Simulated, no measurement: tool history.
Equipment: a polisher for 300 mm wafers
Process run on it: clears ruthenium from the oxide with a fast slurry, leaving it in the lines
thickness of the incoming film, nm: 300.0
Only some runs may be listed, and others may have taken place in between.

| run | day | flow of slurry (ml/min) | pressure of the wafer on the pad (psi) | speed of the pad under the wafer (m/s) | abrasive content of the slurry | overpolish time after the end point (s) | time until the end point was called (s) | dishing of a wide line in a test structure (angstrom) |
|---|---|---|---|---|---|---|---|---|
| 1 | 0.000 | 135 | 3.0 | 0.90 | 1.0 | 27 | 69.154 | 824.62 |
| 2 | 0.233 | 130 | 2.9 | 0.90 | 1.0 | 28 | 73.358 | 798.02 |
| 3 | 0.254 | 125 | 2.9 | 0.90 | 1.0 | 29 | 75.265 | 830.50 |
| 4 | 0.592 | 120 | 2.9 | 0.90 | 1.0 | 30 | 74.407 | 833.33 |
| 5 | 0.796 | 120 | 2.9 | 0.90 | 1.2 | 30 | 69.838 | 884.43 |
| 6 | 1.033 | 115 | 2.9 | 0.90 | 1.2 | 31 | 71.048 | 880.65 |
| 7 | 1.292 | 110 | 2.9 | 0.90 | 1.2 | 32 | 72.572 | 913.42 |
| 8 | 1.408 | 105 | 2.9 | 0.90 | 1.2 | 33 | 71.513 | 932.96 |

Run 9 has not been measured yet. What should we expect?
| 9 | 1.638 | 105 | 2.9 | 0.90 | 1.2 | 33 | ? | ? |

Logged for run 9: time until the end point was called (s) 71.591, dishing of a wide line in a test structure (angstrom) 941.30.

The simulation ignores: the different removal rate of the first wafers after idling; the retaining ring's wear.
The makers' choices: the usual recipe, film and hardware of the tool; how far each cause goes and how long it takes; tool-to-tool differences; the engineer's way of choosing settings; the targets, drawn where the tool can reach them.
